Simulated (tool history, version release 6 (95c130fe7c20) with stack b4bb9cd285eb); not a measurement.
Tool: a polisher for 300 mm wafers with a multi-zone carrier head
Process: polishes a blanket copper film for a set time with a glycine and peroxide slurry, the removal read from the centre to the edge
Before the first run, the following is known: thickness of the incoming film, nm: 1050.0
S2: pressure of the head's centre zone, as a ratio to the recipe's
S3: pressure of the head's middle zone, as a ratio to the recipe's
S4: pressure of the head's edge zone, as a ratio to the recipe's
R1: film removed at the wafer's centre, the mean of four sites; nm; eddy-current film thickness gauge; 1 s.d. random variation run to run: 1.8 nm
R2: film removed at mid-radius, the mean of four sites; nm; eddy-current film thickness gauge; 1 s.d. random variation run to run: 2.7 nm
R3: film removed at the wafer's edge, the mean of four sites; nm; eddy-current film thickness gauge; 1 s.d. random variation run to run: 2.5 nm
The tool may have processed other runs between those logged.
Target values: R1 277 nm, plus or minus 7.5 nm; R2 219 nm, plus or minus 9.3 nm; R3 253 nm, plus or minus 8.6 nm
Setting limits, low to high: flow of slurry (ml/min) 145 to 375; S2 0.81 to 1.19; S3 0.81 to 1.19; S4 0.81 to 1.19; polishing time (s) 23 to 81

{"run": 1, "hour": 0.0, "flow of slurry (ml/min)": 240, "S2": 1, "S3": 1, "S4": 1, "polishing time (s)": 52, "R1": 266.58, "R2": 264.71, "R3": 263.05}
{"run": 2, "hour": 0.6, "flow of slurry (ml/min)": 240, "S2": 0.96, "S3": 1, "S4": 1, "polishing time (s)": 52, "R1": 256.36, "R2": 269.12, "R3": 268.56}
{"run": 3, "hour": 7.4, "flow of slurry (ml/min)": 240, "S2": 0.96, "S3": 1.06, "S4": 1, "polishing time (s)": 52, "R1": 257.65, "R2": 274.75, "R3": 266.67}
{"run": 4, "hour": 8.8, "flow of slurry (ml/min)": 240, "S2": 0.96, "S3": 1.06, "S4": 1.07, "polishing time (s)": 52, "R1": 258.6, "R2": 274.76, "R3": 275.22}
{"run": 5, "hour": 12.2, "flow of slurry (ml/min)": 235, "S2": 0.99, "S3": 1.02, "S4": 1.08, "polishing time (s)": 51, "R1": 256.4, "R2": 263.18, "R3": 265.87}
{"run": 6, "hour": 13.9, "flow of slurry (ml/min)": 240, "S2": 1.02, "S3": 0.98, "S4": 1.1, "polishing time (s)": 51, "R1": 268.07, "R2": 257.77, "R3": 267.63}
{"run": 7, "hour": 21.8, "flow of slurry (ml/min)": 235, "S2": 1.04, "S3": 0.95, "S4": 1.11, "polishing time (s)": 51, "R1": 269.9, "R2": 245.5, "R3": 275.43}
{"run": 8, "hour": 26.9, "flow of slurry (ml/min)": 235, "S2": 1.06, "S3": 0.94, "S4": 1.09, "polishing time (s)": 50, "R1": 270.62, "R2": 242.23, "R3": 271.45}
{"run": 9, "hour": 30.2, "flow of slurry (ml/min)": 240, "S2": 1.08, "S3": 0.93, "S4": 1.07, "polishing time (s)": 49, "R1": 271.81, "R2": 236.9, "R3": 256.7}
{"run": 10, "hour": 38.4, "flow of slurry (ml/min)": 240, "S2": 1.09, "S3": 0.92, "S4": 1.07, "polishing time (s)": 49, "R1": 270.54, "R2": 230.54, "R3": 257.53}
{"run": 11, "hour": 44.1, "flow of slurry (ml/min)": 240, "S2": 1.1, "S3": 0.91, "S4": 1.07, "polishing time (s)": 49, "R1": 275.42, "R2": 230.98, "R3": 257.79}

Which one of the following 5 next-run settings gets every result inside its allowed miss? There is exactly one.
{"run": "A", "hour": 49.8, "flow of slurry (ml/min)": 260, "S2": 1.1, "S3": 0.95, "S4": 1.05, "polishing time (s)": 48, "R1": "?", "R2": "?", "R3": "?"}
{"run": "B", "hour": 49.8, "flow of slurry (ml/min)": 265, "S2": 1.19, "S3": 1.02, "S4": 0.93, "polishing time (s)": 47, "R1": "?", "R2": "?", "R3": "?"}
{"run": "C", "hour": 49.8, "flow of slurry (ml/min)": 375, "S2": 1.17, "S3": 0.99, "S4": 1.03, "polishing time (s)": 47, "R1": "?", "R2": "?", "R3": "?"}
{"run": "D", "hour": 49.8, "flow of slurry (ml/min)": 210, "S2": 1.15, "S3": 0.81, "S4": 1.1, "polishing time (s)": 48, "R1": "?", "R2": "?", "R3": "?"}
{"run": "E", "hour": 49.8, "flow of slurry (ml/min)": 280, "S2": 1.16, "S3": 0.91, "S4": 1.13, "polishing time (s)": 46, "R1": "?", "R2": "?", "R3": "?"}

move=A R1=272.4 R2=236.9 R3=250.29
move=B R1=288.62 R2=246.77 R3=231.38
move=C R1=294.77 R2=249 R3=249.54
move=D R1=274.88 R2=201.54 R3=251.01
move=E R1=277.33 R2=220.84 R3=250.67
A: its largest miss is bigger than the last run's
B: its largest miss is bigger than the last run's
C: its largest miss is bigger than the last run's
D: moves the result that the last run missed by most past its target, out the other side
E: in spec on every target
Correct choice: E, which meets every target

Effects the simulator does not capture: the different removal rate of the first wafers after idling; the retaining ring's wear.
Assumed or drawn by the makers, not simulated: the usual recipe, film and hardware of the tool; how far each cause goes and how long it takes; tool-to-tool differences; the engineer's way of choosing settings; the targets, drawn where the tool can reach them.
